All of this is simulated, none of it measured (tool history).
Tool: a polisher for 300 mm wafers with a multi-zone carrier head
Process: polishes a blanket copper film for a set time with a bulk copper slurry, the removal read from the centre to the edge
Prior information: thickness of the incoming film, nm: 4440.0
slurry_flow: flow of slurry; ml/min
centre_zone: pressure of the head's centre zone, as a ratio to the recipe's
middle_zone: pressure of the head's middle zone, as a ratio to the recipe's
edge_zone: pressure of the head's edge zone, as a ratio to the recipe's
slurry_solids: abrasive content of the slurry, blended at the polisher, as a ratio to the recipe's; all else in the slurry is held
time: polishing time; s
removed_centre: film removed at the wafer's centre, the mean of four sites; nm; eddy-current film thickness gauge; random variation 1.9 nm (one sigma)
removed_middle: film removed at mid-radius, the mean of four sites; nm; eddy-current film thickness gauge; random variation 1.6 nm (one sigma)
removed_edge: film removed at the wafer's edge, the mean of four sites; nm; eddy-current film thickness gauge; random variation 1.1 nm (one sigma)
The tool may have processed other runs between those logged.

{"run": 1, "hour": 0.0, "slurry_flow": 300, "centre_zone": 1, "middle_zone": 1, "edge_zone": 1, "slurry_solids": 1, "time": 47, "removed_centre": 232.14, "removed_middle": 240.32, "removed_edge": 227.09}
{"run": 2, "hour": 3.7, "slurry_flow": 300, "centre_zone": 1, "middle_zone": 1, "edge_zone": 1.04, "slurry_solids": 1, "time": 47, "removed_centre": 233.63, "removed_middle": 237.24, "removed_edge": 234.26}
{"run": 3, "hour": 7.5, "slurry_flow": 300, "centre_zone": 1, "middle_zone": 1, "edge_zone": 1.04, "slurry_solids": 1, "time": 39, "removed_centre": 196.27, "removed_middle": 198.65, "removed_edge": 192.75}
{"run": 4, "hour": 13.7, "slurry_flow": 295, "centre_zone": 0.99, "middle_zone": 0.98, "edge_zone": 1.03, "slurry_solids": 0.95, "time": 38, "removed_centre": 183.66, "removed_middle": 188.77, "removed_edge": 185.64}
{"run": 5, "hour": 17.8, "slurry_flow": 295, "centre_zone": 0.99, "middle_zone": 0.96, "edge_zone": 1.02, "slurry_solids": 0.9, "time": 37, "removed_centre": 176.58, "removed_middle": 172.99, "removed_edge": 177.96}
{"run": 6, "hour": 25.6, "slurry_flow": 295, "centre_zone": 0.99, "middle_zone": 0.96, "edge_zone": 0.96, "slurry_solids": 0.9, "time": 37, "removed_centre": 175.15, "removed_middle": 174.68, "removed_edge": 172.72}
{"run": 7, "hour": 26.7, "slurry_flow": 295, "centre_zone": 0.99, "middle_zone": 0.95, "edge_zone": 0.95, "slurry_solids": 0.85, "time": 36, "removed_centre": 169.34, "removed_middle": 166.55, "removed_edge": 166.64}
{"run": 8, "hour": 32.6, "slurry_flow": 295, "centre_zone": 0.99, "middle_zone": 0.94, "edge_zone": 0.94, "slurry_solids": 0.8, "time": 36, "removed_centre": 162.64, "removed_middle": 161.45, "removed_edge": 158.23}
{"run": 9, "hour": 37.0, "slurry_flow": 295, "centre_zone": 0.98, "middle_zone": 0.93, "edge_zone": 0.93, "slurry_solids": 0.75, "time": 36, "removed_centre": 156.97, "removed_middle": 158.07, "removed_edge": 153.23}
{"run": 10, "hour": 42.4, "slurry_flow": 290, "centre_zone": 0.98, "middle_zone": 0.92, "edge_zone": 0.93, "slurry_solids": 0.75, "time": 36, "removed_centre": 159.14, "removed_middle": 153.98, "removed_edge": 155.53}
{"run": 11, "hour": 48.9, "slurry_flow": 290, "centre_zone": 0.97, "middle_zone": 0.91, "edge_zone": 0.92, "slurry_solids": 0.7, "time": 36, "removed_centre": 154.13, "removed_middle": 146.97, "removed_edge": 149.13}
{"run": 12, "hour": 50.8, "slurry_flow": 290, "centre_zone": 0.96, "middle_zone": 0.9, "edge_zone": 0.91, "slurry_solids": 0.7, "time": 36, "removed_centre": 151.4, "removed_middle": 146.17, "removed_edge": 148.86}
{"run": 13, "hour": 57.7, "slurry_flow": 275, "centre_zone": 0.91, "middle_zone": 0.81, "edge_zone": 0.85, "slurry_solids": 0.5, "time": 35, "removed_centre": 122.32, "removed_middle": 114.54, "removed_edge": 118.99}
{"run": 14, "hour": 63.4, "slurry_flow": 275, "centre_zone": 0.91, "middle_zone": 0.81, "edge_zone": 0.85, "slurry_solids": 0.5, "time": 35, "removed_centre": 117.06, "removed_middle": 114.35, "removed_edge": 120.28}
{"run": 15, "hour": 64.7, "slurry_flow": 275, "centre_zone": 0.91, "middle_zone": 0.81, "edge_zone": 0.85, "slurry_solids": 0.5, "time": 35, "removed_centre": 119.76, "removed_middle": 115.8, "removed_edge": 121.67}
{"run": 16, "hour": 71.7, "slurry_flow": 280, "centre_zone": 0.91, "middle_zone": 0.82, "edge_zone": 0.86, "slurry_solids": 0.5, "time": 35, "removed_centre": 119.47, "removed_middle": 114, "removed_edge": 121.9}
{"run": 17, "hour": 74.1, "slurry_flow": 280, "centre_zone": 0.93, "middle_zone": 0.89, "edge_zone": 0.92, "slurry_solids": 0.75, "time": 37, "removed_centre": 149.11, "removed_middle": 158.69, "removed_edge": 157.44}
{"run": 18, "hour": 75.5, "slurry_flow": 280, "centre_zone": 0.93, "middle_zone": 0.88, "edge_zone": 0.92, "slurry_solids": 0.75, "time": 37, "removed_centre": 154.7, "removed_middle": 149.26, "removed_edge": 159.9}
{"run": 19, "hour": 76.1, "slurry_flow": 280, "centre_zone": 0.92, "middle_zone": 0.86, "edge_zone": 0.91, "slurry_solids": 0.65, "time": 37, "removed_centre": 145.74, "removed_middle": 141.87, "removed_edge": 146}
{"run": 20, "hour": 83.2, "slurry_flow": 280, "centre_zone": 0.92, "middle_zone": 0.85, "edge_zone": 0.9, "slurry_solids": 0.65, "time": 37, "removed_centre": 144.56, "removed_middle": 140.02, "removed_edge": 147.29}
{"run": 21, "hour": 89.6, "slurry_flow": 270, "centre_zone": 0.91, "middle_zone": 0.82, "edge_zone": 0.85, "slurry_solids": 0.5, "time": 35, "removed_centre": 121.16, "removed_middle": 115.12, "removed_edge": 121.37}

Run 22 is up next; what results do you expect?
{"run": 22, "hour": 95.8, "slurry_flow": 270, "centre_zone": 0.91, "middle_zone": 0.83, "edge_zone": 0.86, "slurry_solids": 0.5, "time": 35, "removed_centre": "?", "removed_middle": "?", "removed_edge": "?"}

removed_centre: 121.17 nm
removed_middle: 113.83 nm
removed_edge: 121.34 nm
